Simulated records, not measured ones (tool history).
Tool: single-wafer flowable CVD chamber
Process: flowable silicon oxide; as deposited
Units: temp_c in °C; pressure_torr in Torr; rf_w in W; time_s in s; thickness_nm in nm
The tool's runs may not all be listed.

run 1 hour=0.0 | temp_c=105 pressure_torr=1.01 rf_w=1630 time_s=242 | thickness_nm=151.61
run 2 hour=4.0 | temp_c=102 pressure_torr=1.01 rf_w=1630 time_s=242 | thickness_nm=165.75
run 3 hour=8.1 | temp_c=99 pressure_torr=1.01 rf_w=1630 time_s=242 | thickness_nm=182.02
run 4 hour=11.1 | temp_c=99 pressure_torr=1.01 rf_w=1715 time_s=242 | thickness_nm=184.13
run 5 hour=11.9 | temp_c=99 pressure_torr=1.01 rf_w=1805 time_s=242 | thickness_nm=186.80
run 6 hour=15.7 | temp_c=106 pressure_torr=1.01 rf_w=1805 time_s=242 | thickness_nm=152.61

Forecast run 7:
run 7 hour=18.2 | temp_c=102 pressure_torr=1.01 rf_w=1805 time_s=242 | thickness_nm=?

{"run 7": {"thickness_nm": 171.47}}

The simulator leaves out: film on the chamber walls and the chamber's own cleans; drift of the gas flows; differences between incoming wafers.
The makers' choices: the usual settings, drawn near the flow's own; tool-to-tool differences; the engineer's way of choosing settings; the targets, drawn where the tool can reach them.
